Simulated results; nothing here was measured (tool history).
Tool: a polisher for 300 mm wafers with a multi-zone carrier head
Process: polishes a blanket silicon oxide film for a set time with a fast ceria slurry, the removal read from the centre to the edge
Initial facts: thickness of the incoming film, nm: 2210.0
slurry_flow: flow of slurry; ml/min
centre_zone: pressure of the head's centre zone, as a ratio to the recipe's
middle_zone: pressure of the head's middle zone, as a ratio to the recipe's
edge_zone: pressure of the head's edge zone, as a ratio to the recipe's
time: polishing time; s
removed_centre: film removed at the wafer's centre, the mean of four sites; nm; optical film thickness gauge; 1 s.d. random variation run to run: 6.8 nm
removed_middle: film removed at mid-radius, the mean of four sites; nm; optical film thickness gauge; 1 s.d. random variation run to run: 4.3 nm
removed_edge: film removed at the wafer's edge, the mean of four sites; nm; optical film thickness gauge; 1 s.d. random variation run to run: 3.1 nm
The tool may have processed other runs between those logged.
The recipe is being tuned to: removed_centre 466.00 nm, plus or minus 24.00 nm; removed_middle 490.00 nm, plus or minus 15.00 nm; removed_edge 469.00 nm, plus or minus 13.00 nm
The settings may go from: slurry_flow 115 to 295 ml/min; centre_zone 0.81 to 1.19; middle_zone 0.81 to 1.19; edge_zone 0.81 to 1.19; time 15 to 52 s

{"run": 1, "hour": 0.0, "slurry_flow": 190, "centre_zone": 1.0, "middle_zone": 1.0, "edge_zone": 1.0, "time": 33, "removed_centre": 315.59, "removed_middle": 309.84, "removed_edge": 317.06}
{"run": 2, "hour": 4.3, "slurry_flow": 200, "centre_zone": 1.01, "middle_zone": 1.04, "edge_zone": 1.04, "time": 36, "removed_centre": 349.96, "removed_middle": 357.1, "removed_edge": 354.94}
{"run": 3, "hour": 8.0, "slurry_flow": 210, "centre_zone": 1.02, "middle_zone": 1.06, "edge_zone": 1.07, "time": 38, "removed_centre": 375.37, "removed_middle": 385.61, "removed_edge": 381.29}
{"run": 4, "hour": 9.0, "slurry_flow": 210, "centre_zone": 1.02, "middle_zone": 1.06, "edge_zone": 1.04, "time": 38, "removed_centre": 373.45, "removed_middle": 386.12, "removed_edge": 377.92}
{"run": 5, "hour": 11.5, "slurry_flow": 210, "centre_zone": 1.02, "middle_zone": 1.02, "edge_zone": 1.04, "time": 38, "removed_centre": 367.89, "removed_middle": 370.94, "removed_edge": 374.6}
{"run": 6, "hour": 13.0, "slurry_flow": 210, "centre_zone": 1.03, "middle_zone": 1.05, "edge_zone": 1.06, "time": 40, "removed_centre": 390.67, "removed_middle": 403.2, "removed_edge": 402.32}
{"run": 7, "hour": 19.4, "slurry_flow": 215, "centre_zone": 1.05, "middle_zone": 1.07, "edge_zone": 1.08, "time": 41, "removed_centre": 414.15, "removed_middle": 430.25, "removed_edge": 413.39}
{"run": 8, "hour": 26.1, "slurry_flow": 220, "centre_zone": 1.06, "middle_zone": 1.07, "edge_zone": 1.1, "time": 42, "removed_centre": 432.98, "removed_middle": 428.97, "removed_edge": 434.63}
{"run": 9, "hour": 34.0, "slurry_flow": 225, "centre_zone": 1.06, "middle_zone": 1.09, "edge_zone": 1.11, "time": 42, "removed_centre": 451.28, "removed_middle": 449.45, "removed_edge": 436.09}
{"run": 10, "hour": 41.6, "slurry_flow": 230, "centre_zone": 1.04, "middle_zone": 1.1, "edge_zone": 1.13, "time": 42, "removed_centre": 426.35, "removed_middle": 448.01, "removed_edge": 442.34}
{"run": 11, "hour": 42.7, "slurry_flow": 235, "centre_zone": 1.05, "middle_zone": 1.11, "edge_zone": 1.14, "time": 42, "removed_centre": 444.68, "removed_middle": 455.28, "removed_edge": 445.74}
{"run": 12, "hour": 44.2, "slurry_flow": 240, "centre_zone": 1.05, "middle_zone": 1.12, "edge_zone": 1.15, "time": 42, "removed_centre": 430.0, "removed_middle": 451.79, "removed_edge": 442.75}
{"run": 13, "hour": 49.8, "slurry_flow": 240, "centre_zone": 1.06, "middle_zone": 1.13, "edge_zone": 1.15, "time": 42, "removed_centre": 436.79, "removed_middle": 465.26, "removed_edge": 442.11}
{"run": 14, "hour": 55.5, "slurry_flow": 240, "centre_zone": 1.06, "middle_zone": 1.13, "edge_zone": 1.16, "time": 42, "removed_centre": 433.05, "removed_middle": 460.26, "removed_edge": 449.15}
{"run": 15, "hour": 61.8, "slurry_flow": 245, "centre_zone": 1.07, "middle_zone": 1.14, "edge_zone": 1.17, "time": 42, "removed_centre": 452.51, "removed_middle": 459.5, "removed_edge": 449.65}
{"run": 16, "hour": 67.9, "slurry_flow": 245, "centre_zone": 1.07, "middle_zone": 1.15, "edge_zone": 1.17, "time": 42, "removed_centre": 449.0, "removed_middle": 466.66, "removed_edge": 447.39}
{"run": 17, "hour": 74.6, "slurry_flow": 250, "centre_zone": 1.07, "middle_zone": 1.15, "edge_zone": 1.18, "time": 42, "removed_centre": 443.51, "removed_middle": 470.57, "removed_edge": 450.71}

Exactly one of the 5 candidate moves below puts every result within its allowed miss. Which one?
{"run": "A", "hour": 81.3, "slurry_flow": 190, "centre_zone": 0.93, "middle_zone": 1.19, "edge_zone": 1.17, "time": 45, "removed_centre": "?", "removed_middle": "?", "removed_edge": "?"}
{"run": "B", "hour": 81.3, "slurry_flow": 240, "centre_zone": 1.05, "middle_zone": 1.19, "edge_zone": 1.13, "time": 45, "removed_centre": "?", "removed_middle": "?", "removed_edge": "?"}
{"run": "C", "hour": 81.3, "slurry_flow": 275, "centre_zone": 0.95, "middle_zone": 1.18, "edge_zone": 1.19, "time": 43, "removed_centre": "?", "removed_middle": "?", "removed_edge": "?"}
{"run": "D", "hour": 81.3, "slurry_flow": 190, "centre_zone": 1.09, "middle_zone": 1.18, "edge_zone": 1.18, "time": 45, "removed_centre": "?", "removed_middle": "?", "removed_edge": "?"}
{"run": "E", "hour": 81.3, "slurry_flow": 265, "centre_zone": 0.94, "middle_zone": 1.18, "edge_zone": 1.19, "time": 43, "removed_centre": "?", "removed_middle": "?", "removed_edge": "?"}

move=A removed_centre=406.87 removed_middle=499.96 removed_edge=471.70
move=B removed_centre=477.57 removed_middle=516.88 removed_edge=475.09
move=C removed_centre=419.94 removed_middle=498.46 removed_edge=472.04
move=D removed_centre=477.42 removed_middle=495.93 removed_edge=473.86
move=E removed_centre=413.59 removed_middle=496.45 removed_edge=470.57
A: gets the furthest-off result to its target, but another result is out of tolerance
B: gets the furthest-off result to its target, but another result is out of tolerance
C: gets the furthest-off result to its target, but another result is out of tolerance
D: each result inside its tolerance
E: gets the furthest-off result to its target, but another result is out of tolerance
Move D is the one to make.
